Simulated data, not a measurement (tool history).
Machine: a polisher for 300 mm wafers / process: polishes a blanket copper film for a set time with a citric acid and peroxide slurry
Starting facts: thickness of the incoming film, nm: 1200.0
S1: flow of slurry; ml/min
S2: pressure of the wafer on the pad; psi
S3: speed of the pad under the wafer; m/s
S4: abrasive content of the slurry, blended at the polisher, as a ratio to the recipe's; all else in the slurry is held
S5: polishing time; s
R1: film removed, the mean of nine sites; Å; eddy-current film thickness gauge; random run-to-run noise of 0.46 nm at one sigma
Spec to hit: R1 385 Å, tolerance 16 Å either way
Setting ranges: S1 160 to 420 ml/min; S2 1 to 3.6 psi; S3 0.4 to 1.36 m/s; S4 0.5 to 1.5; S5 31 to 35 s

{"run": 1, "day": 0.0, "S1": 270, "S2": 2.3, "S3": 0.88, "S4": 1, "S5": 35, "R1": 500.28}
{"run": 2, "day": 0.25, "S1": 270, "S2": 2.3, "S3": 0.88, "S4": 1.1, "S5": 35, "R1": 509.14}
{"run": 3, "day": 0.596, "S1": 270, "S2": 2.3, "S3": 1.06, "S4": 1.1, "S5": 35, "R1": 566.38}
{"run": 4, "day": 0.829, "S1": 270, "S2": 2, "S3": 1.06, "S4": 1.1, "S5": 35, "R1": 487.45}
{"run": 5, "day": 0.904, "S1": 270, "S2": 2, "S3": 1.06, "S4": 1.05, "S5": 35, "R1": 494.33}
{"run": 6, "day": 1.1, "S1": 270, "S2": 2, "S3": 1.06, "S4": 1.05, "S5": 35, "R1": 479.26}
{"run": 7, "day": 1.396, "S1": 270, "S2": 1.9, "S3": 1.06, "S4": 1.05, "S5": 35, "R1": 464.96}
{"run": 8, "day": 1.638, "S1": 270, "S2": 1.8, "S3": 1.06, "S4": 1.05, "S5": 35, "R1": 441.32}
{"run": 9, "day": 1.883, "S1": 270, "S2": 1.8, "S3": 1.06, "S4": 1.05, "S5": 35, "R1": 442.42}
{"run": 10, "day": 1.912, "S1": 270, "S2": 1.7, "S3": 1.06, "S4": 1.05, "S5": 35, "R1": 417}

Which of these 4 next moves meets every target?
{"run": "A", "day": 1.942, "S1": 275, "S2": 1.8, "S3": 1.12, "S4": 0.95, "S5": 35, "R1": "?"}
{"run": "B", "day": 1.942, "S1": 265, "S2": 1.6, "S3": 1.04, "S4": 1.05, "S5": 31, "R1": "?"}
{"run": "C", "day": 1.942, "S1": 280, "S2": 1.7, "S3": 1.06, "S4": 1.1, "S5": 32, "R1": "?"}
{"run": "D", "day": 1.942, "S1": 195, "S2": 2, "S3": 1.12, "S4": 1.2, "S5": 31, "R1": "?"}

move=A R1=452.56
move=B R1=346.78
move=C R1=388.85
move=D R1=445.45
A: its largest miss is bigger than the last run's
B: takes the biggest miss from the last run beyond its target
C: all results in spec
D: its largest miss is bigger than the last run's
Correct choice: C, which meets every target
